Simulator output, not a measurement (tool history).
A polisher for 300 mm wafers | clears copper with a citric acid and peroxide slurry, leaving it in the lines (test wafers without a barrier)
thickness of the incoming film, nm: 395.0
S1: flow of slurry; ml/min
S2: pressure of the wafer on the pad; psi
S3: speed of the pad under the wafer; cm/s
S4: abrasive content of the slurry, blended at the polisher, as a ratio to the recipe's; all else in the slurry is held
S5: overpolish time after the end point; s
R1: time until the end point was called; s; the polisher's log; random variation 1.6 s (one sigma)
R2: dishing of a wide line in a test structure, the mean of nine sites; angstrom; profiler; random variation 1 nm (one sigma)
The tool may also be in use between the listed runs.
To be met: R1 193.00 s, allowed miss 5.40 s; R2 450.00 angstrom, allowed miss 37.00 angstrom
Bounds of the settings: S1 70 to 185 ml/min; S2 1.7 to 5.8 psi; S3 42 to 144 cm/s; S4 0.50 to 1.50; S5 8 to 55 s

run	hour	S1	S2	S3	S4	S5	R1	R2
1	0.0	120	3.7	92	1.00	28	156.84	538.78
2	3.7	110	3.5	92	1.00	28	166.49	497.22
3	12.6	105	3.4	92	1.00	29	175.42	500.90
4	19.3	105	4.1	92	1.00	29	144.91	593.99
5	23.1	105	4.1	92	1.00	17	144.46	359.85
6	29.7	100	3.8	92	1.00	20	159.33	381.21
7	33.8	95	3.6	92	1.00	22	169.67	398.16
8	39.2	90	3.5	92	1.00	24	178.44	397.67
9	47.2	85	3.5	92	1.00	26	182.34	438.84
10	55.6	80	3.5	92	1.00	26	183.62	436.04

Which of these 4 next moves meets every target?
A	64.0	75	3.8	82	0.90	22	?	?
B	64.0	90	3.2	84	1.05	30	?	?
C	64.0	90	3.1	90	1.20	28	?	?
D	64.0	70	3.5	86	1.05	39	?	?

move	R1	R2
A	200.62	330.59
B	208.67	418.51
C	194.67	417.95
D	205.26	534.69
A: takes the result that was furthest off past its target
B: takes the result that was furthest off past its target
C: meets every target
D: takes the result that was furthest off past its target
The right move is C.

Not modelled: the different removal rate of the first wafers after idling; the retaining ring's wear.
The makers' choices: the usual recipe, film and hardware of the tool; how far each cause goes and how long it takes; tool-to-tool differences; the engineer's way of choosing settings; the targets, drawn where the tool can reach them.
